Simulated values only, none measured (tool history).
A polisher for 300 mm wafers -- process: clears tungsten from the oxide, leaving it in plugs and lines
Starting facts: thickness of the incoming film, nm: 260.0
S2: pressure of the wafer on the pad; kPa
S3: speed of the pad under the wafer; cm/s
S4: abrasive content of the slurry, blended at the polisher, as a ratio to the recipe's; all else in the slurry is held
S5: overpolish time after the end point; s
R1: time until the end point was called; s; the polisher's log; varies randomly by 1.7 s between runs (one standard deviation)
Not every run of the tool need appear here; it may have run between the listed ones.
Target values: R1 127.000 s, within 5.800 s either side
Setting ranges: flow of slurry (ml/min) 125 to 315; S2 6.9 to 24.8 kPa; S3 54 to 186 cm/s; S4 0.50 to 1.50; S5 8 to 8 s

Run 1, day 0.000: flow of slurry (ml/min) 205, S2 15.9 kPa, S3 118 cm/s, S4 1.00, S5 8 s. Result: R1 60.846 s.
Run 2, day 0.312: flow of slurry (ml/min) 205, S2 15.9 kPa, S3 118 cm/s, S4 0.90, S5 8 s. Result: R1 61.176 s.
Run 3, day 0.596: flow of slurry (ml/min) 205, S2 14.5 kPa, S3 116 cm/s, S4 0.90, S5 8 s. Result: R1 67.388 s.
Run 4, day 0.708: flow of slurry (ml/min) 205, S2 13.8 kPa, S3 114 cm/s, S4 0.90, S5 8 s. Result: R1 74.201 s.
Run 5, day 0.846: flow of slurry (ml/min) 205, S2 13.8 kPa, S3 114 cm/s, S4 0.90, S5 8 s. Result: R1 73.125 s.
Run 6, day 1.075: flow of slurry (ml/min) 205, S2 13.1 kPa, S3 112 cm/s, S4 0.90, S5 8 s. Result: R1 78.693 s.
Run 7, day 1.296: flow of slurry (ml/min) 205, S2 12.4 kPa, S3 112 cm/s, S4 0.90, S5 8 s. Result: R1 80.437 s.
Run 8, day 1.450: flow of slurry (ml/min) 205, S2 11.7 kPa, S3 110 cm/s, S4 0.90, S5 8 s. Result: R1 89.297 s.
Run 9, day 1.654: flow of slurry (ml/min) 205, S2 11.0 kPa, S3 110 cm/s, S4 0.90, S5 8 s. Result: R1 93.766 s.

Which of these 4 next moves meets every target?
Run A, day 1.858: flow of slurry (ml/min) 210, S2 9.0 kPa, S3 120 cm/s, S4 0.95, S5 8 s. Result: R1 ?.
Run B, day 1.858: flow of slurry (ml/min) 210, S2 7.6 kPa, S3 96 cm/s, S4 0.90, S5 8 s. Result: R1 ?.
Run C, day 1.858: flow of slurry (ml/min) 170, S2 9.7 kPa, S3 98 cm/s, S4 0.80, S5 8 s. Result: R1 ?.
Run D, day 1.858: flow of slurry (ml/min) 170, S2 13.8 kPa, S3 96 cm/s, S4 1.05, S5 8 s. Result: R1 ?.

move       R1
   A  103.300
   B  151.770
   C  125.400
   D   85.846
A: nearer the targets than the last run, but a result is still out of spec
B: takes the result that was furthest off past its target
C: every result lands within tolerance
D: misses by more than the last run did
Go with C: it meets all targets.

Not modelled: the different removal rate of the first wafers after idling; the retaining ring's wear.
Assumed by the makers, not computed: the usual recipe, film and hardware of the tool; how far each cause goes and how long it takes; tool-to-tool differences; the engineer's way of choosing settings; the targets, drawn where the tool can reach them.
